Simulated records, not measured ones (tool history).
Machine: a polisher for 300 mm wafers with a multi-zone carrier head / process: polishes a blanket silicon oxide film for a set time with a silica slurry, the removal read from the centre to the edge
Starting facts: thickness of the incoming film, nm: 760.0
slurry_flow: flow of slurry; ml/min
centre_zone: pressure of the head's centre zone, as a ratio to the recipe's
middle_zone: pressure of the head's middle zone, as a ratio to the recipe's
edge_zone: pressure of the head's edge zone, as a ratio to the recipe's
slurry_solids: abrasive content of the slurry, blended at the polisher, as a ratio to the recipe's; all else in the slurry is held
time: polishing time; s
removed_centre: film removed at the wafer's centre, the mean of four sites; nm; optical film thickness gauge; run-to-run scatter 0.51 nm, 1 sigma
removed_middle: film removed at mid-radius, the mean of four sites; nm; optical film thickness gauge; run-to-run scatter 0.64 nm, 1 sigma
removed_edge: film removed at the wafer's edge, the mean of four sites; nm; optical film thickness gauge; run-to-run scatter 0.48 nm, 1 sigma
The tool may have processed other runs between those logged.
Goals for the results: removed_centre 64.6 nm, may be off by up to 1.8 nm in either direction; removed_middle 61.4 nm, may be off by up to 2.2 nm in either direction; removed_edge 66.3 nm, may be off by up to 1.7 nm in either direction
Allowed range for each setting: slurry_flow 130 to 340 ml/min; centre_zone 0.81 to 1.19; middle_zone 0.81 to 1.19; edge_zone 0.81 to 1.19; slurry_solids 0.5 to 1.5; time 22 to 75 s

| run | hour | slurry_flow | centre_zone | middle_zone | edge_zone | slurry_solids | time | removed_centre | removed_middle | removed_edge |
|---|---|---|---|---|---|---|---|---|---|---|
| 1 | 0 | 220 | 1 | 1 | 1 | 1 | 48 | 111.88 | 110.67 | 115.84 |
| 2 | 6.2 | 220 | 1 | 1.07 | 1 | 1 | 48 | 111.37 | 116.11 | 115.78 |
| 3 | 8.3 | 215 | 0.99 | 1.03 | 0.98 | 0.9 | 46 | 99.019 | 100.13 | 104.27 |
| 4 | 13.1 | 215 | 0.99 | 1.03 | 0.98 | 1 | 46 | 105.68 | 108.58 | 108.72 |
| 5 | 15.7 | 210 | 0.98 | 1.01 | 0.95 | 0.9 | 45 | 96.366 | 95.798 | 99.652 |
| 6 | 20.6 | 210 | 0.98 | 1.01 | 0.91 | 0.9 | 45 | 95.566 | 98.827 | 99.015 |
| 7 | 28.9 | 205 | 0.98 | 1 | 0.9 | 0.8 | 43 | 83.903 | 84.208 | 86.778 |
| 8 | 33.9 | 200 | 0.98 | 0.99 | 0.89 | 0.75 | 43 | 81.108 | 82.508 | 82.927 |
|  | 37.9 | slurry nozzle cleaned |
| 9 | 37.9 | 185 | 0.96 | 0.89 | 0.88 | 0.5 | 39 | 54.122 | 50.853 | 55.59 |
| 10 | 43 | 205 | 0.97 | 0.9 | 0.9 | 0.5 | 39 | 55.863 | 51.845 | 56.8 |
| 11 | 48.5 | 210 | 0.98 | 0.92 | 0.93 | 0.5 | 39 | 56.5 | 51.947 | 57.88 |
| 12 | 49.1 | 215 | 0.99 | 0.94 | 0.94 | 0.5 | 39 | 57.675 | 53.636 | 57.862 |
| 13 | 57.1 | 275 | 1.01 | 0.99 | 1.04 | 0.6 | 39 | 70.694 | 66.916 | 71.746 |
| 14 | 65.6 | 260 | 1.01 | 0.99 | 1.03 | 0.6 | 39 | 69.664 | 66.856 | 71.675 |
| 15 | 70.6 | 250 | 1.01 | 0.99 | 1.02 | 0.6 | 39 | 69.403 | 67.706 | 71.089 |
| 16 | 72.1 | 240 | 1.01 | 0.98 | 1.01 | 0.6 | 39 | 68.572 | 64.827 | 69.127 |
| 17 | 79.3 | 230 | 1.01 | 0.98 | 1.01 | 0.6 | 39 | 68.478 | 65.577 | 70.175 |
| 18 | 80.7 | 230 | 1 | 0.97 | 1 | 0.6 | 39 | 67.525 | 65.052 | 70.163 |

Which of these 5 next moves meets every target?
| A | 82.1 | 215 | 0.97 | 0.92 | 1.06 | 0.6 | 40 | ? | ? | ? |
| B | 82.1 | 235 | 1.04 | 0.88 | 1.11 | 0.6 | 40 | ? | ? | ? |
| C | 82.1 | 215 | 0.91 | 0.86 | 1.03 | 0.55 | 46 | ? | ? | ? |
| D | 82.1 | 210 | 1.05 | 1.08 | 0.88 | 0.6 | 39 | ? | ? | ? |
| E | 82.1 | 225 | 1.05 | 1.01 | 1.1 | 0.55 | 38 | ? | ? | ? |

| move | removed_centre | removed_middle | removed_edge |
|---|---|---|---|
| A | 66.62 | 63.666 | 72.209 |
| B | 72.209 | 62.018 | 74.162 |
| C | 67.025 | 64.716 | 76.648 |
| D | 70.165 | 70.607 | 65.347 |
| E | 64.317 | 61.181 | 65.134 |
A: the biggest miss grows against the last run
B: the biggest miss grows against the last run
C: the biggest miss grows against the last run
D: brings the last run's worst result on target, with another outside its allowed miss
E: hits every target within its allowed miss
Answer: E

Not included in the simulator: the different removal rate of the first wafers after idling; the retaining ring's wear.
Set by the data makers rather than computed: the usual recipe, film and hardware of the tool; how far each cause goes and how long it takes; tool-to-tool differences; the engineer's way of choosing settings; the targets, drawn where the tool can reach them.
